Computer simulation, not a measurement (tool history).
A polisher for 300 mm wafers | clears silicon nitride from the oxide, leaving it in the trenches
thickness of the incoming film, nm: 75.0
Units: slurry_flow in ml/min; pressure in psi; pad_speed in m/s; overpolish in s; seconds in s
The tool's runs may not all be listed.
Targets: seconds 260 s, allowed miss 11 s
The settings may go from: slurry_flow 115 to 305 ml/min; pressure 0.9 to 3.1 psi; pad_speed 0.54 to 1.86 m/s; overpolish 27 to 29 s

run,hour,slurry_flow,pressure,pad_speed,overpolish,seconds
1,0,195,2,1.18,27,130.79
2,6.6,195,1.7,1.14,27,150.32
3,11.9,195,1.9,1.14,27,137.46
4,19.7,195,1.9,1.14,27,136.99
5,22.6,195,2.4,1.14,27,114.94
6,30,220,2.4,1.14,27,111.87
7,32.7,215,2,1.04,27,140.51
8,37.9,210,1.7,0.98,27,171.17
9,45.2,210,1.5,0.96,27,191.43
10,48.3,205,0.9,0.94,27,273.94

4 next moves are on the table. One of them brings every result within its allowed miss. Which?
A,51.4,190,0.9,1.02,27,?
B,51.4,165,1.1,0.84,27,?
C,51.4,190,1.2,0.76,29,?
D,51.4,195,1,0.82,27,?

move,seconds
A,254.63
B,276.5
C,280.33
D,292.85
A: meets every target
B: further off than the last run
C: further off than the last run
D: further off than the last run
Move A is the one to make.

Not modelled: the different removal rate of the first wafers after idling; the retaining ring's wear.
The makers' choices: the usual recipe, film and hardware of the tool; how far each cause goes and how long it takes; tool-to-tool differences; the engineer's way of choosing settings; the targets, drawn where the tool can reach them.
